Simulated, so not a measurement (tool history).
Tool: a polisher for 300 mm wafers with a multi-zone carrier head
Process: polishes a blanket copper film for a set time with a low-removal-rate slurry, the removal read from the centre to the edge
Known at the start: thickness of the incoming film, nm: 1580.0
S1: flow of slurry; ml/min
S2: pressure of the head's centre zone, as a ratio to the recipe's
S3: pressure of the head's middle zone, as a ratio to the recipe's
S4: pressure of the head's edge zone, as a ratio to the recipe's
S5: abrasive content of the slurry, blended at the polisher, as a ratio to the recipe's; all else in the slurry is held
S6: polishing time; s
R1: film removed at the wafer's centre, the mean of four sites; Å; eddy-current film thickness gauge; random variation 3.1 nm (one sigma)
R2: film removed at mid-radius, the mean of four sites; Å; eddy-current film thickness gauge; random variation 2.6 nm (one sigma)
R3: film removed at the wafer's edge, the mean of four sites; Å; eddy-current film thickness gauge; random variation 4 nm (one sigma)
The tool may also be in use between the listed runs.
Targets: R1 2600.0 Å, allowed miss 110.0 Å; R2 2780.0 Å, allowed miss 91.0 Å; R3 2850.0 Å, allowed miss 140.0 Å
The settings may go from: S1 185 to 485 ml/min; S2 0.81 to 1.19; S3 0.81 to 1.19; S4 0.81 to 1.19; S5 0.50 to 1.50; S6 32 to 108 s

run	day	S1	S2	S3	S4	S5	S6	R1	R2	R3
1	0.000	310	1.00	1.00	1.00	1.00	70	2234.2	2223.2	2430.2
2	0.267	255	1.00	1.00	1.00	1.00	70	2180.7	2232.1	2366.6
3	0.617	255	1.03	1.00	1.00	1.00	70	2274.5	2175.6	2361.8
4	0.804	220	1.03	1.00	1.00	1.00	70	2193.6	2168.8	2288.9
5	0.879	255	1.03	1.04	1.03	1.10	70	2307.3	2343.0	2487.2
6	1.175	185	1.03	1.04	1.03	1.10	70	2199.7	2212.0	2318.2
7	1.208	235	1.04	1.07	1.04	1.10	70	2324.7	2365.4	2437.4
8	1.425	325	1.04	1.15	1.13	1.15	70	2454.6	2606.6	2580.1
9	1.683	325	1.04	1.15	1.13	1.15	70	2435.2	2651.8	2644.6

Which of these 4 next moves meets every target?
A	1.942	305	0.89	1.17	1.13	1.15	75	?	?	?
B	1.942	325	1.07	1.04	1.19	1.10	72	?	?	?
C	1.942	330	1.06	1.14	1.13	1.25	73	?	?	?
D	1.942	280	0.88	1.04	1.19	1.20	77	?	?	?

move	R1	R2	R3
A	2272.8	2854.9	2931.8
B	2508.2	2459.1	2874.9
C	2626.2	2804.3	2942.8
D	2315.5	2657.5	3116.3
A: further off than the last run
B: brings the result that was furthest off to its target, and leaves another outside
C: meets every target
D: further off than the last run
Answer: C
